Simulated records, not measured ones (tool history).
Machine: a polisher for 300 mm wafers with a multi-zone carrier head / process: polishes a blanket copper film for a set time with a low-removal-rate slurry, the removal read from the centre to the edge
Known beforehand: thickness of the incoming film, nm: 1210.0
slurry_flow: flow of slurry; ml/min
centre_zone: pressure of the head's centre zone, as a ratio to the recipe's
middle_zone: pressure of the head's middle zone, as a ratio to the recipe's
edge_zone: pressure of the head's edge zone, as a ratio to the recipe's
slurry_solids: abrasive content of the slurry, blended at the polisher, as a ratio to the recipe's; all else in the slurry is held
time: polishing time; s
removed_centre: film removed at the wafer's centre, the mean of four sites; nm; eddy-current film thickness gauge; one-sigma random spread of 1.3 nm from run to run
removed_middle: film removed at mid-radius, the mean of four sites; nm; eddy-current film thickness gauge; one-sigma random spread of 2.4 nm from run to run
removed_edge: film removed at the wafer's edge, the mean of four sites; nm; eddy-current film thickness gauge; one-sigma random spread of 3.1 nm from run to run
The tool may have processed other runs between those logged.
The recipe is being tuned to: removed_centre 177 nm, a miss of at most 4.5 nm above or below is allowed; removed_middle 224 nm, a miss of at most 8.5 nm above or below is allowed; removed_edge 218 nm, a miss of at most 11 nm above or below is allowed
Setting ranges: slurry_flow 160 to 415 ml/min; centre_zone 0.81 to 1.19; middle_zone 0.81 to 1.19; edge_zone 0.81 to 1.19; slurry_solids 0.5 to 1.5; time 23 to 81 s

{"run": 1, "hour": 0.0, "slurry_flow": 265, "centre_zone": 1, "middle_zone": 1, "edge_zone": 1, "slurry_solids": 1, "time": 52, "removed_centre": 168.21, "removed_middle": 170.1, "removed_edge": 172.22}
{"run": 2, "hour": 8.2, "slurry_flow": 265, "centre_zone": 0.92, "middle_zone": 1, "edge_zone": 1, "slurry_solids": 1, "time": 52, "removed_centre": 156.4, "removed_middle": 170.08, "removed_edge": 172.35}
{"run": 3, "hour": 11.4, "slurry_flow": 265, "centre_zone": 0.88, "middle_zone": 1, "edge_zone": 1, "slurry_solids": 1, "time": 52, "removed_centre": 149.85, "removed_middle": 172.21, "removed_edge": 172.28}
{"run": 4, "hour": 12.8, "slurry_flow": 315, "centre_zone": 0.88, "middle_zone": 1, "edge_zone": 1, "slurry_solids": 1, "time": 52, "removed_centre": 151.75, "removed_middle": 175.81, "removed_edge": 175.18}
{"run": 5, "hour": 20.2, "slurry_flow": 315, "centre_zone": 0.88, "middle_zone": 1, "edge_zone": 1, "slurry_solids": 1, "time": 41, "removed_centre": 120.11, "removed_middle": 136.91, "removed_edge": 141.15}
{"run": 6, "hour": 26.5, "slurry_flow": 315, "centre_zone": 0.88, "middle_zone": 1, "edge_zone": 1, "slurry_solids": 1.15, "time": 41, "removed_centre": 123, "removed_middle": 138.7, "removed_edge": 139.82}
{"run": 7, "hour": 27.2, "slurry_flow": 290, "centre_zone": 0.83, "middle_zone": 1.1, "edge_zone": 1.1, "slurry_solids": 1.35, "time": 55, "removed_centre": 158.93, "removed_middle": 211.37, "removed_edge": 199.34}
{"run": 8, "hour": 32.4, "slurry_flow": 295, "centre_zone": 0.84, "middle_zone": 1.1, "edge_zone": 1.12, "slurry_solids": 1.4, "time": 55, "removed_centre": 161.5, "removed_middle": 214.41, "removed_edge": 204.19}
{"run": 9, "hour": 37.3, "slurry_flow": 300, "centre_zone": 0.86, "middle_zone": 1.1, "edge_zone": 1.13, "slurry_solids": 1.45, "time": 55, "removed_centre": 165.51, "removed_middle": 212.85, "removed_edge": 205.85}
{"run": 10, "hour": 41.3, "slurry_flow": 305, "centre_zone": 0.87, "middle_zone": 1.11, "edge_zone": 1.14, "slurry_solids": 1.45, "time": 55, "removed_centre": 169.47, "removed_middle": 214.45, "removed_edge": 209.4}
{"run": 11, "hour": 47.5, "slurry_flow": 310, "centre_zone": 0.87, "middle_zone": 1.12, "edge_zone": 1.15, "slurry_solids": 1.45, "time": 55, "removed_centre": 169.81, "removed_middle": 217.75, "removed_edge": 204.51}

Next run, 5 choices. One meets every target within its allowed miss, the rest don't. Which?
{"run": "A", "hour": 53.7, "slurry_flow": 235, "centre_zone": 0.81, "middle_zone": 1.09, "edge_zone": 0.99, "slurry_solids": 1.4, "time": 59, "removed_centre": "?", "removed_middle": "?", "removed_edge": "?"}
{"run": "B", "hour": 53.7, "slurry_flow": 350, "centre_zone": 0.86, "middle_zone": 1.1, "edge_zone": 1.13, "slurry_solids": 1.2, "time": 59, "removed_centre": "?", "removed_middle": "?", "removed_edge": "?"}
{"run": "C", "hour": 53.7, "slurry_flow": 310, "centre_zone": 0.83, "middle_zone": 1.04, "edge_zone": 1.16, "slurry_solids": 1.45, "time": 56, "removed_centre": "?", "removed_middle": "?", "removed_edge": "?"}
{"run": "D", "hour": 53.7, "slurry_flow": 265, "centre_zone": 0.88, "middle_zone": 1.02, "edge_zone": 1.12, "slurry_solids": 1.45, "time": 58, "removed_centre": "?", "removed_middle": "?", "removed_edge": "?"}
{"run": "E", "hour": 53.7, "slurry_flow": 355, "centre_zone": 1.05, "middle_zone": 1.19, "edge_zone": 1.18, "slurry_solids": 1.5, "time": 48, "removed_centre": "?", "removed_middle": "?", "removed_edge": "?"}

move=A removed_centre=163.55 removed_middle=220.46 removed_edge=198.97
move=B removed_centre=177.62 removed_middle=225.99 removed_edge=211.69
move=C removed_centre=166.02 removed_middle=209.07 removed_edge=208.49
move=D removed_centre=178.91 removed_middle=209.27 removed_edge=209.9
move=E removed_centre=184.25 removed_middle=204.76 removed_edge=182.6
A: further off than the last run
B: all results in spec
C: further off than the last run
D: the furthest-off result lands on target, but another misses its tolerance
E: takes the result that was furthest off past its target
Go with B: it meets all targets.
